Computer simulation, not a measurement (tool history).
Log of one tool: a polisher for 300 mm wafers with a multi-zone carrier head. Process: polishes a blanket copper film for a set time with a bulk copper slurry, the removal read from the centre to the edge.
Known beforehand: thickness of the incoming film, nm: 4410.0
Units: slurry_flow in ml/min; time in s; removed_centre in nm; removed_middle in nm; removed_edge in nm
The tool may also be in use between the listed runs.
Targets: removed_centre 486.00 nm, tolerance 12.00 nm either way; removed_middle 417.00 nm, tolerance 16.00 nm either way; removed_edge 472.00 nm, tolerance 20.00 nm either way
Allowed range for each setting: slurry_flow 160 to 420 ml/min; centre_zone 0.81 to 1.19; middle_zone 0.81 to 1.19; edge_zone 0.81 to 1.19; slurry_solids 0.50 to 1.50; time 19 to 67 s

{"run": 1, "hour": 0.0, "slurry_flow": 270, "centre_zone": 1.0, "middle_zone": 1.0, "edge_zone": 1.0, "slurry_solids": 1.0, "time": 43, "removed_centre": 530.69, "removed_middle": 528.22, "removed_edge": 549.15}
{"run": 2, "hour": 4.6, "slurry_flow": 270, "centre_zone": 1.0, "middle_zone": 1.0, "edge_zone": 1.05, "slurry_solids": 1.0, "time": 43, "removed_centre": 526.4, "removed_middle": 528.1, "removed_edge": 561.33}
{"run": 3, "hour": 10.5, "slurry_flow": 270, "centre_zone": 1.0, "middle_zone": 1.03, "edge_zone": 1.05, "slurry_solids": 1.0, "time": 43, "removed_centre": 527.3, "removed_middle": 547.2, "removed_edge": 556.02}
{"run": 4, "hour": 13.0, "slurry_flow": 270, "centre_zone": 1.0, "middle_zone": 1.03, "edge_zone": 1.05, "slurry_solids": 1.0, "time": 48, "removed_centre": 597.03, "removed_middle": 612.95, "removed_edge": 617.73}
{"run": 5, "hour": 18.4, "slurry_flow": 265, "centre_zone": 1.01, "middle_zone": 0.99, "edge_zone": 1.0, "slurry_solids": 0.85, "time": 46, "removed_centre": 555.44, "removed_middle": 550.14, "removed_edge": 549.77}
{"run": 6, "hour": 20.2, "slurry_flow": 265, "centre_zone": 1.01, "middle_zone": 0.99, "edge_zone": 1.0, "slurry_solids": 0.85, "time": 37, "removed_centre": 445.5, "removed_middle": 441.15, "removed_edge": 456.66}
{"run": 7, "hour": 23.3, "slurry_flow": 280, "centre_zone": 1.03, "middle_zone": 0.97, "edge_zone": 1.01, "slurry_solids": 0.85, "time": 37, "removed_centre": 450.41, "removed_middle": 443.21, "removed_edge": 457.34}
{"run": 8, "hour": 30.7, "slurry_flow": 230, "centre_zone": 1.13, "middle_zone": 0.87, "edge_zone": 1.07, "slurry_solids": 0.95, "time": 37, "removed_centre": 498.85, "removed_middle": 395.31, "removed_edge": 480.74}
{"run": 9, "hour": 35.8, "slurry_flow": 230, "centre_zone": 1.13, "middle_zone": 0.87, "edge_zone": 1.07, "slurry_solids": 0.95, "time": 37, "removed_centre": 504.25, "removed_middle": 397.03, "removed_edge": 475.79}

5 candidate next runs follow, results not yet known. Just one meets every target within its allowed miss. Identify it.
{"run": "A", "hour": 40.9, "slurry_flow": 235, "centre_zone": 1.13, "middle_zone": 0.92, "edge_zone": 1.07, "slurry_solids": 1.2, "time": 36, "removed_centre": "?", "removed_middle": "?", "removed_edge": "?"}
{"run": "B", "hour": 40.9, "slurry_flow": 265, "centre_zone": 0.98, "middle_zone": 0.88, "edge_zone": 1.13, "slurry_solids": 0.95, "time": 38, "removed_centre": "?", "removed_middle": "?", "removed_edge": "?"}
{"run": "C", "hour": 40.9, "slurry_flow": 205, "centre_zone": 1.0, "middle_zone": 0.82, "edge_zone": 1.09, "slurry_solids": 1.0, "time": 41, "removed_centre": "?", "removed_middle": "?", "removed_edge": "?"}
{"run": "D", "hour": 40.9, "slurry_flow": 305, "centre_zone": 1.09, "middle_zone": 0.92, "edge_zone": 1.07, "slurry_solids": 1.05, "time": 35, "removed_centre": "?", "removed_middle": "?", "removed_edge": "?"}
{"run": "E", "hour": 40.9, "slurry_flow": 200, "centre_zone": 1.08, "middle_zone": 1.0, "edge_zone": 1.03, "slurry_solids": 0.9, "time": 39, "removed_centre": "?", "removed_middle": "?", "removed_edge": "?"}

move=A removed_centre=515.34 removed_middle=426.36 removed_edge=480.72
move=B removed_centre=452.41 removed_middle=416.18 removed_edge=498.82
move=C removed_centre=487.62 removed_middle=416.33 removed_edge=523.50
move=D removed_centre=482.28 removed_middle=412.60 removed_edge=462.11
move=E removed_centre=487.83 removed_middle=453.95 removed_edge=470.06
A: its largest miss is bigger than the last run's
B: carries the result that was furthest off beyond its target, to the other side
C: corrects the largest miss of the last run, while another result sits out of spec
D: every result lands within tolerance
E: corrects the largest miss of the last run, while another result sits out of spec
The move that meets every target is D.
